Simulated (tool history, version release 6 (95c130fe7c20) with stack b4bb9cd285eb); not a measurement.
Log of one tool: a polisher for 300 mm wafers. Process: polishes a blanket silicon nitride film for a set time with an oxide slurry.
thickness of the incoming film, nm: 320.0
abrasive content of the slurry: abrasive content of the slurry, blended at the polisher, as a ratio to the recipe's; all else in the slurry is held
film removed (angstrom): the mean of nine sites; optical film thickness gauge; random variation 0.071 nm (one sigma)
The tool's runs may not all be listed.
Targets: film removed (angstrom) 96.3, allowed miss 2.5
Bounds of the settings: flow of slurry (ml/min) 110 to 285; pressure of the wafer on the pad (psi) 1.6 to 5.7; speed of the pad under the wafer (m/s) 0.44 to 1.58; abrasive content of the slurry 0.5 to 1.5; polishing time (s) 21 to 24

run,hour,flow of slurry (ml/min),pressure of the wafer on the pad (psi),speed of the pad under the wafer (m/s),abrasive content of the slurry,polishing time (s),film removed (angstrom)
1,0,180,3.6,1,1,24,162.8
2,7.4,180,3.6,1.16,1,24,180.03
3,10.1,180,3.6,1.32,1,24,202.32
4,14.2,180,4.5,1.32,1,24,246.68
5,20.5,180,4.9,1.32,1,24,268.3
6,28.4,175,4.3,1.24,1,24,223.5
7,29.9,175,3.8,1.18,1,24,192.9
8,32.7,175,3.4,1.12,1,24,164.56
9,39.2,165,3.1,1.1,1,24,147.86
10,41.8,155,2.8,1.1,1,24,129.43
11,45.5,145,2.7,1.1,1,24,124.88
12,49.6,140,2.6,1.1,1,24,120.45
13,50.7,135,2.5,1.1,1,24,115.43
14,54.4,130,2.4,1.1,1,24,110.26
15,56.6,125,2.3,1.1,1,24,104.88

Which of these 5 next moves meets every target?
A,58.8,140,2.4,1.08,0.9,24,?
B,58.8,160,2.7,0.76,1,24,?
C,58.8,110,1.8,1.28,1.05,23,?
D,58.8,135,2.1,1.02,1.05,23,?
E,58.8,130,2.6,1.18,0.9,23,?

move,film removed (angstrom)
A,102.1
B,94.466
C,88.066
D,89.485
E,111.53
A: nearer than the last run, and not there yet
B: meets every target
C: takes the result that was furthest off past its target
D: takes the result that was furthest off past its target
E: further off than the last run
The right move is B.

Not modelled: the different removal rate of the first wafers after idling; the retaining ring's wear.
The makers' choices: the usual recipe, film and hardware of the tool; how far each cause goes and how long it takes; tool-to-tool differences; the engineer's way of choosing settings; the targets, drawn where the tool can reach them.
